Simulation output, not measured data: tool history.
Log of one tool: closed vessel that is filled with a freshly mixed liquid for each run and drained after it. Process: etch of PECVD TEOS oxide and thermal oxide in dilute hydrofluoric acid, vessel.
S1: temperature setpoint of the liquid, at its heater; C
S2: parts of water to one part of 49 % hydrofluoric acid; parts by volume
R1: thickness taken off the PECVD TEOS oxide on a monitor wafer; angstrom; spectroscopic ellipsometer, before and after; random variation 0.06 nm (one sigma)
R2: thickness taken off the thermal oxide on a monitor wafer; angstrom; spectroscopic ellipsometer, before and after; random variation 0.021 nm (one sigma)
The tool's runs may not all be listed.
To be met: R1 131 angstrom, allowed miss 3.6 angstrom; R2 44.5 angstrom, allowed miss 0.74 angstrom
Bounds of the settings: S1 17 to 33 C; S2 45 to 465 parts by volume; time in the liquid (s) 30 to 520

run 1 hour=0 | S1=25 S2=255 time_in_the_liquid_(s)=265 | R1=114.87 R2=39.577
run 2 hour=5.6 | S1=25 S2=310 time_in_the_liquid_(s)=265 | R1=89.922 R2=30.62
run 3 hour=11.1 | S1=27 S2=305 time_in_the_liquid_(s)=265 | R1=98.248 R2=33.216
run 4 hour=19.6 | S1=24.5 S2=305 time_in_the_liquid_(s)=265 | R1=89.525 R2=30.87
run 5 hour=26.6 | S1=26.5 S2=295 time_in_the_liquid_(s)=265 | R1=100.95 R2=34.159
run 6 hour=28 | S1=27.5 S2=285 time_in_the_liquid_(s)=265 | R1=109.36 R2=36.889
run 7 hour=33.4 | S1=28.5 S2=280 time_in_the_liquid_(s)=265 | R1=115.78 R2=39.646
run 8 hour=40.8 | S1=29.5 S2=280 time_in_the_liquid_(s)=265 | R1=118.94 R2=40.358
run 9 hour=49.5 | S1=30.5 S2=280 time_in_the_liquid_(s)=265 | R1=122.83 R2=41.492
run 10 hour=57.3 | S1=31 S2=280 time_in_the_liquid_(s)=265 | R1=125.4 R2=42.727
run 11 hour=59.7 | S1=31.5 S2=280 time_in_the_liquid_(s)=265 | R1=127.3 R2=43.309

4 next moves are on the table. One of them brings every result within its allowed miss. Which?
run A hour=62.1 | S1=30.5 S2=220 time_in_the_liquid_(s)=205 | R1=? R2=?
run B hour=62.1 | S1=31 S2=315 time_in_the_liquid_(s)=310 | R1=? R2=?
run C hour=62.1 | S1=29 S2=195 time_in_the_liquid_(s)=175 | R1=? R2=?
run D hour=62.1 | S1=33 S2=465 time_in_the_liquid_(s)=510 | R1=? R2=?

move=A R1=129.97 R2=44.452
move=B R1=125.03 R2=42.763
move=C R1=122.52 R2=41.903
move=D R1=126.39 R2=43.227
A: meets every target
B: further off than the last run
C: further off than the last run
D: further off than the last run
Answer: A

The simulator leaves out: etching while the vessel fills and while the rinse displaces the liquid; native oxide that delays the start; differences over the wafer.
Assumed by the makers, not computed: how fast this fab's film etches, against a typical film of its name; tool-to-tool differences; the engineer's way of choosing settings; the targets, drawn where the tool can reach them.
